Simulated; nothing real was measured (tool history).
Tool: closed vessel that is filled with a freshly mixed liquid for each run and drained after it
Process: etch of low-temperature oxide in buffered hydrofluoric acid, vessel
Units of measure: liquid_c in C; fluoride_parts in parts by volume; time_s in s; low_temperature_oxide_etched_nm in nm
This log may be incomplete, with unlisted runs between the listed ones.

run,hour,liquid_c,fluoride_parts,time_s,low_temperature_oxide_etched_nm
1,0.0,22.0,8,90,627.52
2,4.4,22.5,8,90,650.84
3,13.5,23.0,8,90,662.42
4,14.9,25.5,8,90,755.61
5,17.9,25.0,8,90,747.96
6,19.5,25.0,6,90,993.71

What will run 7 give?
7,21.9,21.0,6,90,?

low_temperature_oxide_etched_nm: 798.38 nm
